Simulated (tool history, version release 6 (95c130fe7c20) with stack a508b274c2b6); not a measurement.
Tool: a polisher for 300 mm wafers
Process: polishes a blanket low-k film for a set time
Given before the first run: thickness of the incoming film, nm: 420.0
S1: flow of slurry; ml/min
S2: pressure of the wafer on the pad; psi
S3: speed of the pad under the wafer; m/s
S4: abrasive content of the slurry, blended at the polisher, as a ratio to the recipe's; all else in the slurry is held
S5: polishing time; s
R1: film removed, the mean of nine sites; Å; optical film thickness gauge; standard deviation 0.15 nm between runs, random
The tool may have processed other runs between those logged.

run  hour   S1   S2    S3   S4  S5      R1
  1     0  260  1.3  0.78    1  83  192.05
  2   6.4  220  1.3  0.78    1  83  191.84
  3  13.3  220  1.3  0.94    1  83  212.85
  4  17.8  220  1.2  0.94    1  83  197.02
  5  21.5  220  1.2  0.94  1.2  83  223.12
  6  23.5  220  1.1  0.92  1.2  83  204.03
  7  29.5  220    1   0.9  1.2  83  184.38
  8  33.3  220    1  0.88  1.2  83  177.94

The next listed run, before its measurement:
  9    37  220  0.8  0.84  1.2  83   ?

Run 9 gave R1 139.21 Å.
